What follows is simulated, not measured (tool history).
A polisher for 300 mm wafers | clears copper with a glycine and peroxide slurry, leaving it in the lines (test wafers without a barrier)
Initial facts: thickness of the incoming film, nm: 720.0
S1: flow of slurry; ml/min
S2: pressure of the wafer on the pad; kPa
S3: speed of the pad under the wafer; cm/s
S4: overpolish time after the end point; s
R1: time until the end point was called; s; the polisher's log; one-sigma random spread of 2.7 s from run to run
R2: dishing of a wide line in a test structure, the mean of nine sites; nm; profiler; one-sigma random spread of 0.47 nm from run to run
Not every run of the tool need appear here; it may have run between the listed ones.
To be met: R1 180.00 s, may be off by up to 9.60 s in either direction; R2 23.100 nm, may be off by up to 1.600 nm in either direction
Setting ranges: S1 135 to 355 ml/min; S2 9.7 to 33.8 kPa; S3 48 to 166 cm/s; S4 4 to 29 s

run,day,S1,S2,S3,S4,R1,R2
1,0.000,225,21.4,106,15,127.04,39.534
2,0.046,225,20.0,106,14,137.44,36.499
3,0.338,225,19.3,106,13,140.86,34.382
4,0.508,225,19.3,106,15,139.02,38.349
5,0.742,185,19.3,106,15,143.85,36.519
6,0.975,185,19.3,92,15,155.35,32.902
7,1.017,185,19.3,90,14,158.42,32.777
8,1.288,185,19.3,90,14,159.94,32.509
9,1.350,185,19.3,90,13,155.84,31.731
10,1.525,185,18.6,90,12,164.27,28.512
11,1.583,185,18.6,90,11,161.62,27.046
12,1.771,185,17.9,90,11,166.03,27.082

Pick the move, out of 4, that brings all results within their allowed miss; only one does.
A,1.958,155,13.1,100,10,?,?
B,1.958,240,11.7,88,11,?,?
C,1.958,135,15.2,80,11,?,?
D,1.958,165,17.9,68,15,?,?

move,R1,R2
A,182.82,22.318
B,203.01,22.181
C,207.07,21.976
D,212.77,27.737
A: each result inside its tolerance
B: gets the furthest-off result to its target, but another result is out of tolerance
C: gets the furthest-off result to its target, but another result is out of tolerance
D: lands further from the targets than the last run did
Answer: A

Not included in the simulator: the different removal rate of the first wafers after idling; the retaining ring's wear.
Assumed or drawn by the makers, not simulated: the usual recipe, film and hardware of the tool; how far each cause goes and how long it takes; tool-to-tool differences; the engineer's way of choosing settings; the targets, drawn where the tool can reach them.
